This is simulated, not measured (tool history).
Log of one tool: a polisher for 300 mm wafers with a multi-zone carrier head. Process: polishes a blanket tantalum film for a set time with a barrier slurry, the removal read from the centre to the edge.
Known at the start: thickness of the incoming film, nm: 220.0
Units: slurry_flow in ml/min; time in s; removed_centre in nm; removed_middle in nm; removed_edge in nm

run	hour	slurry_flow	centre_zone	middle_zone	edge_zone	slurry_solids	time	removed_centre	removed_middle	removed_edge
1	0	265	1	1	1	1	57	67.795	66.521	67.832
2	2.5	265	1	0.94	1	1	57	68.384	63.684	69.525
3	5.5	265	1	0.94	0.95	1	57	66.618	63.627	66.212
4	10.5	270	0.99	0.96	0.97	1.05	57	68.387	67.401	67.599
5	12.6	270	0.99	0.96	0.97	1.05	66	79.471	77.83	79.626
6	15	270	0.98	0.96	0.98	1.05	66	78.77	74.933	79.396
7	19.1	265	0.97	0.98	1	1.05	66	76.521	77.779	79.901

The next listed run, before its measurement:
8	21	260	0.92	0.98	1.1	1.15	66	?	?	?

{"run 8": {"removed_centre": 75.321, "removed_middle": 79.421, "removed_edge": 87.426}}
